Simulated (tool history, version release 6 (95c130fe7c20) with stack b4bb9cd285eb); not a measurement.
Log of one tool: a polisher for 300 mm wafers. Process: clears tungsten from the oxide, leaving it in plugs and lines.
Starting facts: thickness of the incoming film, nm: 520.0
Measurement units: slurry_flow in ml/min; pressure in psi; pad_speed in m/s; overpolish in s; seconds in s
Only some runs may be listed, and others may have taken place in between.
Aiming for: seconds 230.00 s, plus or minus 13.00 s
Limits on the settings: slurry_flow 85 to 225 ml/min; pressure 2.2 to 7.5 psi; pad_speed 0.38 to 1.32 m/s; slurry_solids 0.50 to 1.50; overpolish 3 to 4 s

run,day,slurry_flow,pressure,pad_speed,slurry_solids,overpolish,seconds
1,0.000,145,4.8,0.84,1.00,4,127.98
2,0.071,145,4.8,0.68,1.00,4,150.78
3,0.412,145,4.8,0.68,1.20,4,151.20
4,0.579,145,4.5,0.68,1.20,4,161.23
5,0.800,145,5.4,0.68,1.20,4,136.46
6,0.833,145,5.0,0.68,1.20,4,141.84
7,1.071,145,4.7,0.68,1.20,4,153.75
8,1.429,145,4.4,0.68,1.20,4,164.57

4 candidate next runs follow, results not yet known. Just one meets every target within its allowed miss. Identify it.
A,1.788,160,4.9,0.38,1.05,3,?
B,1.788,170,4.0,0.64,1.00,4,?
C,1.788,135,2.9,0.58,1.30,4,?
D,1.788,145,4.0,0.52,1.20,4,?

move,seconds
A,253.46
B,185.10
C,258.69
D,221.07
A: the result that was furthest off in the last run now lies on the other side of its target
B: better than the last run, though not everything is in spec
C: the result that was furthest off in the last run now lies on the other side of its target
D: meets every target
D meets every target.
